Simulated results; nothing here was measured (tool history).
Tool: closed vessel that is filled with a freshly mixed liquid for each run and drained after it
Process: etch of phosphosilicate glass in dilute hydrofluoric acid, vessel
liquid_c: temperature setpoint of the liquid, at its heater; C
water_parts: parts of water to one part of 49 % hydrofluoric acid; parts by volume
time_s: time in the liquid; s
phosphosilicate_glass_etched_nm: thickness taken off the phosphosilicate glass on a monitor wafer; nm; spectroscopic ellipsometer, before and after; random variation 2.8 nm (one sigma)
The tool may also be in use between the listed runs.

run  hour  liquid_c  water_parts  time_s  phosphosilicate_glass_etched_nm
  1     0        20           60     100                           206.66
  2   2.8        22           60     100                           223.67
  3   4.4      20.5           60     100                           212.24
  4   6.3        24           60     100                           244.62
  5  14.9        24           70     100                           205.05
  6  19.7      27.5           70     100                           239.58

The next listed run, before its measurement:
  7  21.8      27.5           65     100                                ?

{"run 7": {"phosphosilicate_glass_etched_nm": 255.81}}
